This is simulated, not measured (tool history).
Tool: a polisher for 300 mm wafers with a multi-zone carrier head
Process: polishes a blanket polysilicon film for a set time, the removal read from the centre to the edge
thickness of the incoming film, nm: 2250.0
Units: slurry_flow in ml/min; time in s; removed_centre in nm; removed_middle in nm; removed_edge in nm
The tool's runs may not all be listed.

Run 1, hour 0.0: slurry_flow 290 ml/min, centre_zone 1.00, middle_zone 1.00, edge_zone 1.00, time 48 s. Result: removed_centre 367.58 nm, removed_middle 370.26 nm, removed_edge 392.58 nm.
Run 2, hour 1.3: slurry_flow 295 ml/min, centre_zone 0.98, middle_zone 1.01, edge_zone 1.05, time 50 s. Result: removed_centre 378.85 nm, removed_middle 396.15 nm, removed_edge 416.22 nm.
Run 3, hour 7.8: slurry_flow 295 ml/min, centre_zone 0.91, middle_zone 1.01, edge_zone 1.05, time 50 s. Result: removed_centre 351.50 nm, removed_middle 395.96 nm, removed_edge 413.32 nm.
Run 4, hour 11.2: slurry_flow 295 ml/min, centre_zone 0.91, middle_zone 1.01, edge_zone 1.05, time 55 s. Result: removed_centre 386.47 nm, removed_middle 428.24 nm, removed_edge 458.18 nm.
Run 5, hour 16.0: slurry_flow 250 ml/min, centre_zone 0.91, middle_zone 1.01, edge_zone 1.05, time 55 s. Result: removed_centre 377.84 nm, removed_middle 424.59 nm, removed_edge 451.85 nm.
Run 6, hour 22.6: slurry_flow 250 ml/min, centre_zone 0.91, middle_zone 1.01, edge_zone 1.09, time 55 s. Result: removed_centre 373.85 nm, removed_middle 424.16 nm, removed_edge 457.28 nm.
Run 7, hour 31.0: slurry_flow 265 ml/min, centre_zone 0.91, middle_zone 1.00, edge_zone 1.12, time 56 s. Result: removed_centre 389.49 nm, removed_middle 422.30 nm, removed_edge 477.02 nm.

Run 8 comes next. What will it give?
Run 8, hour 32.5: slurry_flow 270 ml/min, centre_zone 0.90, middle_zone 1.01, edge_zone 1.14, time 56 s. Result: removed_centre ?, removed_middle ?, removed_edge ?.

{"run 8": {"removed_centre": 382.8, "removed_middle": 437.58, "removed_edge": 480.65}}
